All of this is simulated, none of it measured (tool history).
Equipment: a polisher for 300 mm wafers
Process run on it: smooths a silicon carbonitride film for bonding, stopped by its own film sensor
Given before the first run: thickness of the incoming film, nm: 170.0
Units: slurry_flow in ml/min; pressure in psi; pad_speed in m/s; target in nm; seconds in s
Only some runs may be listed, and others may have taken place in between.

Run 1, day 0.000: slurry_flow 260 ml/min, pressure 1.9 psi, pad_speed 0.90 m/s, slurry_solids 1.0, target 141 nm. Result: seconds 109.880 s.
Run 2, day 0.054: slurry_flow 260 ml/min, pressure 1.8 psi, pad_speed 0.90 m/s, slurry_solids 1.0, target 141 nm. Result: seconds 114.100 s.
Run 3, day 0.238: slurry_flow 260 ml/min, pressure 1.8 psi, pad_speed 0.72 m/s, slurry_solids 1.0, target 141 nm. Result: seconds 130.530 s.
Run 4, day 0.517: slurry_flow 260 ml/min, pressure 2.1 psi, pad_speed 0.72 m/s, slurry_solids 1.0, target 141 nm. Result: seconds 117.810 s.
Run 5, day 0.546: slurry_flow 260 ml/min, pressure 2.6 psi, pad_speed 0.72 m/s, slurry_solids 1.0, target 141 nm. Result: seconds 96.121 s.
Run 6, day 0.883: slurry_flow 220 ml/min, pressure 2.6 psi, pad_speed 0.72 m/s, slurry_solids 1.0, target 141 nm. Result: seconds 98.855 s.
Run 7, day 0.917: slurry_flow 220 ml/min, pressure 2.4 psi, pad_speed 0.72 m/s, slurry_solids 1.0, target 141 nm. Result: seconds 105.680 s.
Run 8, day 1.054: slurry_flow 220 ml/min, pressure 2.2 psi, pad_speed 0.72 m/s, slurry_solids 1.0, target 141 nm. Result: seconds 114.520 s.
Run 9, day 1.296: slurry_flow 220 ml/min, pressure 2.0 psi, pad_speed 0.72 m/s, slurry_solids 1.0, target 141 nm. Result: seconds 124.890 s.
Run 10, day 1.388: slurry_flow 220 ml/min, pressure 1.9 psi, pad_speed 0.72 m/s, slurry_solids 1.0, target 141 nm. Result: seconds 129.270 s.

Run 11 has not been measured yet. What should we expect?
Run 11, day 1.671: slurry_flow 220 ml/min, pressure 1.9 psi, pad_speed 0.72 m/s, slurry_solids 1.0, target 141 nm. Result: seconds ?.

{"run 11": {"seconds": 130.32}}
